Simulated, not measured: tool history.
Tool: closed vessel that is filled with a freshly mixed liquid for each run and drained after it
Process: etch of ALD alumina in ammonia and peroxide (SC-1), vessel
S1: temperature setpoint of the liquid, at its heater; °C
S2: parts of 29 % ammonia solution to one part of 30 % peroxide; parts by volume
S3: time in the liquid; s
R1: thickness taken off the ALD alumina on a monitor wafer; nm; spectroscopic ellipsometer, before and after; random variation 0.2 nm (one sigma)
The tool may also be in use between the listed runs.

run    day    S1    S2   S3      R1
  1  0.000  62.0  0.85  585  66.825
  2  0.100  62.0  1.05  585  67.915
  3  0.158  61.0  1.05  585  65.103
  4  0.417  61.0  1.05  630  69.683
  5  0.492  61.0  1.05  585  64.983
  6  0.779  61.0  0.80  585  63.343
  7  1.146  60.5  0.80  585  61.574

The next listed run, before its measurement:
  8  1.433  60.0  0.80  585   ?

R1: 60.255 nm

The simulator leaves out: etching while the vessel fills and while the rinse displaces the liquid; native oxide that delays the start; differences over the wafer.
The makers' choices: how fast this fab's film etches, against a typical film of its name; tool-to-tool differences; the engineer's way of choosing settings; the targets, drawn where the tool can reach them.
